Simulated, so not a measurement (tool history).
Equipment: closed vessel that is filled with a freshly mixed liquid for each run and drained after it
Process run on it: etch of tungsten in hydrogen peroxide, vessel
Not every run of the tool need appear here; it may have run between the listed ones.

| run | hour | temperature setpoint of the liquid (K) | concentration of hydrogen peroxide in the mixed liquid (% by weight) | time in the liquid (s) | thickness taken off the tungsten on a monitor wafer (Å) |
|---|---|---|---|---|---|
| 1 | 0 | 318.15 | 17 | 30 | 169.69 |
| 2 | 1.4 | 323.65 | 17 | 30 | 235.47 |
| 3 | 2.2 | 320.65 | 17 | 30 | 197.56 |
| 4 | 4.7 | 318.65 | 17 | 30 | 172.34 |
| 5 | 7.9 | 318.65 | 15.5 | 30 | 163.72 |
| 6 | 9.3 | 323.15 | 15.5 | 30 | 220.33 |
| 7 | 12.6 | 315.15 | 15.5 | 30 | 130.53 |

Run 8 comes next. What will it give?
| 8 | 15.9 | 314.65 | 15.5 | 30 | ? |

Run 8 measured thickness taken off the tungsten on a monitor wafer (Å) 127.6.
